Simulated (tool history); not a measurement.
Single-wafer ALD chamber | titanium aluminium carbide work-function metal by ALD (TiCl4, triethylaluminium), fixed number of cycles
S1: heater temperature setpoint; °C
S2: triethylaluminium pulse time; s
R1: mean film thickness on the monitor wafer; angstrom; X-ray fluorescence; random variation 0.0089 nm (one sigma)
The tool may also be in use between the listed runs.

Run 1, hour 0.0: S1 295 °C, S2 7.58 s. Result: R1 18.507 angstrom.
Run 2, hour 3.4: S1 289 °C, S2 6.33 s. Result: R1 17.430 angstrom.
Run 3, hour 5.4: S1 284 °C, S2 5.42 s. Result: R1 16.677 angstrom.
Run 4, hour 8.7: S1 284 °C, S2 7.25 s. Result: R1 17.667 angstrom.
Run 5, hour 15.9: S1 284 °C, S2 5.89 s. Result: R1 16.876 angstrom.
Run 6, hour 18.6: S1 284 °C, S2 6.92 s. Result: R1 17.397 angstrom.
Run 7, hour 19.7: S1 280 °C, S2 5.89 s. Result: R1 16.439 angstrom.

The next listed run, before its measurement:
Run 8, hour 21.3: S1 271 °C, S2 4.06 s. Result: R1 ?.

{"run 8": {"R1": 14.526}}
